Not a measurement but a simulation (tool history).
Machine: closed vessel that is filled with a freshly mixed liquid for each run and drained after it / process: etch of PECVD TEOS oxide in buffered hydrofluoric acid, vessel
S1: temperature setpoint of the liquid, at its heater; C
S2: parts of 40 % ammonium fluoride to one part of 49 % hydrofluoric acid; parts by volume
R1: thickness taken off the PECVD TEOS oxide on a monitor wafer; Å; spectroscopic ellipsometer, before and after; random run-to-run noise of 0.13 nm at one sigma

{"run": 1, "hour": 0.0, "S1": 24, "S2": 10.5, "time in the liquid (s)": 35, "R1": 681.47}
{"run": 2, "hour": 5.1, "S1": 24, "S2": 8, "time in the liquid (s)": 35, "R1": 875.47}
{"run": 3, "hour": 9.8, "S1": 24, "S2": 8, "time in the liquid (s)": 35, "R1": 870.41}
{"run": 4, "hour": 12.2, "S1": 24, "S2": 7, "time in the liquid (s)": 35, "R1": 1005.5}
{"run": 5, "hour": 18.5, "S1": 24, "S2": 5.5, "time in the liquid (s)": 35, "R1": 1239.8}
{"run": 6, "hour": 26.3, "S1": 24, "S2": 5, "time in the liquid (s)": 35, "R1": 1341.2}
{"run": 7, "hour": 30.8, "S1": 22, "S2": 6.5, "time in the liquid (s)": 35, "R1": 959.34}
{"run": 8, "hour": 35.2, "S1": 20.5, "S2": 8, "time in the liquid (s)": 35, "R1": 718.37}
{"run": 9, "hour": 41.0, "S1": 19.5, "S2": 9, "time in the liquid (s)": 35, "R1": 598.26}
{"run": 10, "hour": 47.8, "S1": 19, "S2": 9.5, "time in the liquid (s)": 35, "R1": 560.54}
{"run": 11, "hour": 49.4, "S1": 18.5, "S2": 10, "time in the liquid (s)": 35, "R1": 529.87}

Run 12 is up next; what results do you expect?
{"run": 12, "hour": 51.0, "S1": 18, "S2": 10.5, "time in the liquid (s)": 35, "R1": "?"}

{"run 12": {"R1": 490}}
